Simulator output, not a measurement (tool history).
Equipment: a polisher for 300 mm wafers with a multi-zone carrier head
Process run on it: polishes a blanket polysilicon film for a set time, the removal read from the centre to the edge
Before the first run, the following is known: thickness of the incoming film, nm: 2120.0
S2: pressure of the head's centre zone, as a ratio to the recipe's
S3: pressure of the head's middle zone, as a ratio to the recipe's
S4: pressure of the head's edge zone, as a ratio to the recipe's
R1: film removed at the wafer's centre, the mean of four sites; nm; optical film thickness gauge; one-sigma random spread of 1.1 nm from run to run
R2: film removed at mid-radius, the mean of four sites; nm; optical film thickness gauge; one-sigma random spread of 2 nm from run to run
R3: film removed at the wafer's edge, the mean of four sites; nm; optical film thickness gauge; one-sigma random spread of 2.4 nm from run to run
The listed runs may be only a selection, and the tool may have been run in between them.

Run 1, hour 0.0: flow of slurry (ml/min) 185, S2 1.00, S3 1.00, S4 1.00, polishing time (s) 33. Result: R1 270.00 nm, R2 276.36 nm, R3 283.83 nm.
Run 2, hour 8.7: flow of slurry (ml/min) 180, S2 0.97, S3 0.99, S4 0.98, polishing time (s) 31. Result: R1 246.86 nm, R2 256.77 nm, R3 263.57 nm.
Run 3, hour 11.2: flow of slurry (ml/min) 175, S2 0.95, S3 0.98, S4 0.97, polishing time (s) 29. Result: R1 227.65 nm, R2 237.51 nm, R3 248.41 nm.
Run 4, hour 12.6: flow of slurry (ml/min) 175, S2 0.95, S3 0.98, S4 1.05, polishing time (s) 29. Result: R1 223.13 nm, R2 236.62 nm, R3 246.50 nm.
Run 5, hour 21.5: flow of slurry (ml/min) 170, S2 0.93, S3 0.98, S4 1.05, polishing time (s) 27. Result: R1 204.13 nm, R2 221.08 nm, R3 235.05 nm.
Run 6, hour 28.3: flow of slurry (ml/min) 200, S2 0.93, S3 0.98, S4 1.05, polishing time (s) 27. Result: R1 211.31 nm, R2 224.19 nm, R3 239.30 nm.
Run 7, hour 33.9: flow of slurry (ml/min) 150, S2 0.83, S3 0.91, S4 0.95, polishing time (s) 18. Result: R1 120.50 nm, R2 136.35 nm, R3 149.01 nm.
Run 8, hour 35.3: flow of slurry (ml/min) 165, S2 0.83, S3 0.92, S4 0.96, polishing time (s) 18. Result: R1 122.39 nm, R2 137.65 nm, R3 148.39 nm.
Run 9, hour 35.8: flow of slurry (ml/min) 165, S2 0.84, S3 0.94, S4 0.99, polishing time (s) 18. Result: R1 122.60 nm, R2 141.00 nm, R3 151.71 nm.
Run 10, hour 37.8: flow of slurry (ml/min) 175, S2 0.85, S3 0.95, S4 1.01, polishing time (s) 18. Result: R1 124.54 nm, R2 143.36 nm, R3 152.18 nm.
Run 11, hour 39.1: flow of slurry (ml/min) 175, S2 0.86, S3 0.96, S4 1.03, polishing time (s) 18. Result: R1 126.07 nm, R2 144.23 nm, R3 151.75 nm.
Run 12, hour 41.2: flow of slurry (ml/min) 180, S2 0.86, S3 0.97, S4 1.04, polishing time (s) 18. Result: R1 128.53 nm, R2 148.22 nm, R3 159.11 nm.
Run 13, hour 43.6: flow of slurry (ml/min) 230, S2 0.89, S3 1.02, S4 1.02, polishing time (s) 18. Result: R1 137.91 nm, R2 160.82 nm, R3 159.30 nm.
Run 14, hour 52.3: flow of slurry (ml/min) 230, S2 0.89, S3 1.02, S4 1.04, polishing time (s) 18. Result: R1 137.98 nm, R2 156.77 nm, R3 161.10 nm.
Run 15, hour 58.5: flow of slurry (ml/min) 230, S2 0.89, S3 1.03, S4 1.05, polishing time (s) 18. Result: R1 137.23 nm, R2 160.00 nm, R3 162.23 nm.
Run 16, hour 60.9: flow of slurry (ml/min) 230, S2 0.89, S3 1.03, S4 1.06, polishing time (s) 18. Result: R1 134.94 nm, R2 156.27 nm, R3 161.04 nm.
Run 17, hour 66.7: flow of slurry (ml/min) 230, S2 0.89, S3 1.03, S4 1.07, polishing time (s) 18. Result: R1 137.14 nm, R2 156.45 nm, R3 158.48 nm.

Run 18 is up next; what results do you expect?
Run 18, hour 70.6: flow of slurry (ml/min) 230, S2 0.88, S3 1.03, S4 1.07, polishing time (s) 18. Result: R1 ?, R2 ?, R3 ?.

For run 18 the tool returned R1 135.62 nm, R2 161.64 nm, R3 157.54 nm.

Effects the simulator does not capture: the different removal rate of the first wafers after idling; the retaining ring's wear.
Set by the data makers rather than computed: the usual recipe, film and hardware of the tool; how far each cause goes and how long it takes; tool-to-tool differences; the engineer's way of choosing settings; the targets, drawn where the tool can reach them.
